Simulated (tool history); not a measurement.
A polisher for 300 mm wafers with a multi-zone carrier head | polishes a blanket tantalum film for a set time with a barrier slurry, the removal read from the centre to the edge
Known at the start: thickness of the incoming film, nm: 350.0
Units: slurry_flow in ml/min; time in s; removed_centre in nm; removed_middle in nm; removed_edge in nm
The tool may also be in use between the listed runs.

run  hour  slurry_flow  centre_zone  middle_zone  edge_zone  slurry_solids  time  removed_centre  removed_middle  removed_edge
  1   0.0          235         1.00         1.00       1.00           1.00    82         142.390         133.060       136.090
  2   3.0          235         0.99         1.00       0.98           0.95    77         126.580         123.800       121.670
  3   3.7          235         0.99         1.00       0.91           0.95    77         126.430         124.470       120.260
  4   6.4          235         0.99         1.08       0.91           0.95    77         127.290         131.790       121.010
  5   7.0          235         0.99         1.06       0.90           0.90    73         120.130         120.990       111.680
  6   8.9          235         0.99         1.14       0.90           0.90    73         117.460         129.030       110.680
  7  15.7          235         0.98         1.12       0.90           0.85    69         111.980         119.920       102.760
  8  24.4          230         0.96         1.09       0.91           0.80    67         102.230         112.120       100.030
  9  29.3          240         1.00         1.01       0.85           0.55    44          62.840          60.335        55.859
 10  32.7          240         1.00         1.03       0.88           0.55    44          62.363          60.911        56.566
 11  35.7          240         1.00         1.04       0.90           0.60    44          62.128          63.006        59.418
 12  39.3          240         1.00         1.04       0.90           0.60    44          64.059          63.867        59.865
 13  41.8          240         1.01         1.05       0.91           0.60    44          64.276          63.490        59.828
 14  49.7          240         1.01         1.06       0.92           0.65    44          66.480          66.093        61.717

Run 15 comes next. What will it give?
 15  53.1          240         1.01         1.07       0.93           0.65    44               ?               ?             ?

{"run 15": {"removed_centre": 67.091, "removed_middle": 66.708, "removed_edge": 62.364}}
